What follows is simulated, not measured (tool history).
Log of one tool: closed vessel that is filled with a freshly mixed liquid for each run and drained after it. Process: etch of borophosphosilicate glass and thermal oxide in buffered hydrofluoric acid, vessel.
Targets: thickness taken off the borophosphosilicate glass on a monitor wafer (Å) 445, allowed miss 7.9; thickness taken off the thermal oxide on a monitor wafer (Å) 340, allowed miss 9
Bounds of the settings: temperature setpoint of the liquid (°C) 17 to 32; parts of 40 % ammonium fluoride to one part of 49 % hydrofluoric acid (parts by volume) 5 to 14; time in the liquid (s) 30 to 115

run  hour  temperature setpoint of the liquid (°C)  parts of 40 % ammonium fluoride to one part of 49 % hydrofluoric acid (parts by volume)  time in the liquid (s)  thickness taken off the borophosphosilicate glass on a monitor wafer (Å)  thickness taken off the thermal oxide on a monitor wafer (Å)
  1     0                                       24                                                                                      8.5                      60                                                                    996.45                                                        761.94
  2     2                                       26                                                                                      8.5                      60                                                                    1116.7                                                         856.1
  3   8.7                                       26                                                                                      8.5                      45                                                                    840.34                                                        650.41
  4  14.1                                       26                                                                                      8.5                      35                                                                     653.3                                                        500.39
  5  19.8                                       25                                                                                      8.5                      35                                                                    621.13                                                        470.74
  6  20.5                                       25                                                                                      8.5                      45                                                                    793.19                                                        605.14
  7  23.7                                     23.5                                                                                        9                      45                                                                    690.55                                                         532.2
  8  25.8                                     22.5                                                                                        9                      45                                                                    650.53                                                        498.76
  9  29.1                                     21.5                                                                                        9                      45                                                                    622.92                                                        475.05
 10  31.6                                     21.5                                                                                        9                      45                                                                     618.1                                                        469.79
 11  37.7                                     20.5                                                                                        9                      45                                                                    588.25                                                        445.89
 12  41.1                                       20                                                                                        9                      45                                                                    572.93                                                        434.03
 13    47                                     19.5                                                                                        9                      45                                                                    561.48                                                        420.65
 14  55.3                                       19                                                                                        9                      45                                                                    539.01                                                        406.48
 15  61.7                                     18.5                                                                                        9                      45                                                                    521.86                                                        401.37
 16  63.9                                     18.5                                                                                        9                      45                                                                    529.36                                                        392.81
 17  72.7                                       18                                                                                       10                      45                                                                    475.74                                                        362.42
 18  81.3                                     17.5                                                                                       10                      45                                                                    463.18                                                        354.02

Which of these 4 next moves meets every target?
  A  89.9                                       18                                                                                       11                      50                                                                         ?                                                             ?
  B  89.9                                       18                                                                                      9.5                      45                                                                         ?                                                             ?
  C  89.9                                     17.5                                                                                     10.5                      45                                                                         ?                                                             ?
  D  89.9                                     20.5                                                                                       14                      55                                                                         ?                                                             ?

move  thickness taken off the borophosphosilicate glass on a monitor wafer (Å)  thickness taken off the thermal oxide on a monitor wafer (Å)
   A                                                                    480.88                                                        366.42
   B                                                                     491.2                                                        373.78
   C                                                                    440.54                                                        335.41
   D                                                                    479.24                                                        366.39
A: further off than the last run
B: further off than the last run
C: meets every target
D: further off than the last run
Move C is the one to make.
